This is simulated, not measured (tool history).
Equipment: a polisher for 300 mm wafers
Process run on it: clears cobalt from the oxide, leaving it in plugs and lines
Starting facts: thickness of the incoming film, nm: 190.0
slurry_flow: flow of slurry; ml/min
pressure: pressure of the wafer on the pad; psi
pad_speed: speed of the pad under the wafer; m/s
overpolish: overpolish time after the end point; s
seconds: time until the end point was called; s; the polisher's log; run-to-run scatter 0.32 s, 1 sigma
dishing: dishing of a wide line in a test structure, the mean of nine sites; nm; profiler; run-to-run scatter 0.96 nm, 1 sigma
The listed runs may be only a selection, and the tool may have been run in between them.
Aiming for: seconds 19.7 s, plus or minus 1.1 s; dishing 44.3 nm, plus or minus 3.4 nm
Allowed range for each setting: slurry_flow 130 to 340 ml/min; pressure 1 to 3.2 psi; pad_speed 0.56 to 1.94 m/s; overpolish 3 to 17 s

run	hour	slurry_flow	pressure	pad_speed	overpolish	seconds	dishing
1	0	220	2.1	1.24	9	29.245	42.157
2	8.2	265	2.1	1.24	9	28.435	41.215
3	9	220	2.1	1.24	9	29.263	39.167
4	12.4	220	2.1	1.08	9	31.653	37.616
5	20.8	220	2.2	1.08	9	30.782	39.583
6	28.3	220	2.2	1.08	6	32.052	29.354
7	32	220	2.3	1.08	6	29.71	30.068
8	38.9	220	2.4	1.08	6	28.74	30.414
9	42.3	220	3	1.16	8	21.38	45.674
10	46.8	220	3.1	1.16	7	21.276	43.878

Of the 4 settings listed for the next run, only one would bring every result within its allowed miss of target. Which one?
A	51.3	145	3.2	1	8	?	?
B	51.3	215	2.9	1.16	7	?	?
C	51.3	215	2.8	1.42	7	?	?
D	51.3	170	2.7	1.28	7	?	?

move	seconds	dishing
A	23.939	42.387
B	22.136	40.868
C	19.077	44.96
D	22.239	40.739
A: lands further from the targets than the last run did
B: lands further from the targets than the last run did
C: every result within its allowed miss
D: lands further from the targets than the last run did
Move C is the one to make.
